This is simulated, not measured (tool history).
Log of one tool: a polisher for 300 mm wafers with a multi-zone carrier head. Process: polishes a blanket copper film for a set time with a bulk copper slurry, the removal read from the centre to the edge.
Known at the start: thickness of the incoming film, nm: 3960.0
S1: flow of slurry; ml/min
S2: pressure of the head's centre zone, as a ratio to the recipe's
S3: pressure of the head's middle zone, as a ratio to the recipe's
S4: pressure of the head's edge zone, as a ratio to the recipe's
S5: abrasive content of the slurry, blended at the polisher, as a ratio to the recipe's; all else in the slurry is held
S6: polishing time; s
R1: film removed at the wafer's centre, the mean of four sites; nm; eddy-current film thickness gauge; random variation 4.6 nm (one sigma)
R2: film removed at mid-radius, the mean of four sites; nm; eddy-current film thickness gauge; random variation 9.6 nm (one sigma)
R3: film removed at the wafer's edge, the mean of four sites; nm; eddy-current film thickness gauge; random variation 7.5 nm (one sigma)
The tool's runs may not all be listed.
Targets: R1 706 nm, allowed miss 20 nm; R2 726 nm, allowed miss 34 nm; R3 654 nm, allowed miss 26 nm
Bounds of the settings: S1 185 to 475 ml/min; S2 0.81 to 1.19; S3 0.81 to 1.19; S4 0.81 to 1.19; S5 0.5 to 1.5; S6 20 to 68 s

{"run": 1, "hour": 0.0, "S1": 305, "S2": 1, "S3": 1, "S4": 1, "S5": 1, "S6": 44, "R1": 499.48, "R2": 470.8, "R3": 473.51}
{"run": 2, "hour": 6.8, "S1": 310, "S2": 1.02, "S3": 1.06, "S4": 1.03, "S5": 1.15, "S6": 46, "R1": 546.7, "R2": 544.61, "R3": 528.07}
{"run": 3, "hour": 11.6, "S1": 320, "S2": 1.06, "S3": 1.1, "S4": 1.05, "S5": 1.25, "S6": 47, "R1": 591.39, "R2": 595.87, "R3": 570.05}
{"run": 4, "hour": 13.7, "S1": 320, "S2": 1.06, "S3": 1.14, "S4": 1.05, "S5": 1.25, "S6": 47, "R1": 599.36, "R2": 610.32, "R3": 561.64}
{"run": 5, "hour": 21.1, "S1": 330, "S2": 1.08, "S3": 1.16, "S4": 1.06, "S5": 1.35, "S6": 48, "R1": 638.79, "R2": 642.02, "R3": 597.62}
{"run": 6, "hour": 27.0, "S1": 330, "S2": 1.08, "S3": 1.19, "S4": 1.06, "S5": 1.35, "S6": 48, "R1": 633.83, "R2": 652.2, "R3": 587.73}
{"run": 7, "hour": 34.8, "S1": 335, "S2": 1.08, "S3": 1.19, "S4": 1.05, "S5": 1.4, "S6": 49, "R1": 648.06, "R2": 679.34, "R3": 604.7}
{"run": 8, "hour": 36.8, "S1": 340, "S2": 1.09, "S3": 1.19, "S4": 1.05, "S5": 1.45, "S6": 50, "R1": 678.92, "R2": 695.56, "R3": 622.32}
{"run": 9, "hour": 43.5, "S1": 345, "S2": 1.09, "S3": 1.19, "S4": 1.05, "S5": 1.45, "S6": 50, "R1": 684.05, "R2": 676.53, "R3": 619.24}

Which of these 4 next moves meets every target?
{"run": "A", "hour": 50.2, "S1": 315, "S2": 1.08, "S3": 1.19, "S4": 1.1, "S5": 1.35, "S6": 49, "R1": "?", "R2": "?", "R3": "?"}
{"run": "B", "hour": 50.2, "S1": 320, "S2": 1.08, "S3": 1.19, "S4": 1.06, "S5": 1.5, "S6": 52, "R1": "?", "R2": "?", "R3": "?"}
{"run": "C", "hour": 50.2, "S1": 395, "S2": 1.04, "S3": 1.19, "S4": 0.86, "S5": 1.1, "S6": 55, "R1": "?", "R2": "?", "R3": "?"}
{"run": "D", "hour": 50.2, "S1": 285, "S2": 1.1, "S3": 1.19, "S4": 0.98, "S5": 1.5, "S6": 49, "R1": "?", "R2": "?", "R3": "?"}

move=A R1=650.01 R2=662.83 R3=622.34
move=B R1=710.99 R2=724.94 R3=667.84
move=C R1=679.07 R2=718.27 R3=596.63
move=D R1=673.16 R2=674.66 R3=599.92
A: further off than the last run
B: meets every target
C: brings the result that was furthest off to its target, and leaves another outside
D: further off than the last run
The right move is B.

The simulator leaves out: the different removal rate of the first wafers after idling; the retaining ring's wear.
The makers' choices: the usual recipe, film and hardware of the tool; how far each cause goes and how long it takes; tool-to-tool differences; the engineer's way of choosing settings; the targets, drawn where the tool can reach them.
